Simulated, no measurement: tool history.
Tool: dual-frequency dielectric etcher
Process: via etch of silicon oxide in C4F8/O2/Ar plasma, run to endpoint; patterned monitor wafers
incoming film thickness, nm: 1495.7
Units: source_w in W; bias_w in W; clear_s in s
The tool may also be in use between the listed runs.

run	hour	source_w	bias_w	clear_s
1	0.0	2310	2805	243.99
2	4.8	2390	2833	235.11
3	13.0	2200	2833	244.49
4	21.5	2200	2558	258.27
5	26.6	2310	2583	248.91
6	35.1	2390	2602	241.64
7	39.9	2440	2612	242.41

The next listed run, before its measurement:
8	44.7	2900	2848	?

clear_s: 214.84 s
